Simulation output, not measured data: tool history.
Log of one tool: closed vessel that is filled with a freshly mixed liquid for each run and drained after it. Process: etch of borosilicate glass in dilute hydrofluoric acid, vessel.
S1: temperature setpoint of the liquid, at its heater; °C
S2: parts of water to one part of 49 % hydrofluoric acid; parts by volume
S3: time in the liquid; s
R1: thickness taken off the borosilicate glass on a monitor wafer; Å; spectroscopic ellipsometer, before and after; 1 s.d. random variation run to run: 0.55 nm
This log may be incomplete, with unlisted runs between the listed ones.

Run 1, hour 0.0: S1 26.0 °C, S2 110 parts by volume, S3 355 s. Result: R1 612.52 Å.
Run 2, hour 8.2: S1 26.0 °C, S2 110 parts by volume, S3 380 s. Result: R1 642.92 Å.
Run 3, hour 12.4: S1 28.5 °C, S2 100 parts by volume, S3 380 s. Result: R1 792.13 Å.
Run 4, hour 13.9: S1 28.5 °C, S2 115 parts by volume, S3 380 s. Result: R1 674.45 Å.
At hour 22.5: thermometer replaced.
Run 5, hour 22.5: S1 28.5 °C, S2 85 parts by volume, S3 380 s. Result: R1 866.24 Å.
Run 6, hour 24.2: S1 26.5 °C, S2 85 parts by volume, S3 380 s. Result: R1 804.53 Å.
Run 7, hour 32.8: S1 26.5 °C, S2 85 parts by volume, S3 380 s. Result: R1 814.19 Å.
Run 8, hour 36.4: S1 28.5 °C, S2 80 parts by volume, S3 380 s. Result: R1 925.13 Å.

What does the tool deliver on the next run?
Run 9, hour 40.8: S1 28.5 °C, S2 80 parts by volume, S3 380 s. Result: R1 ?.

{"run 9": {"R1": 936.92}}
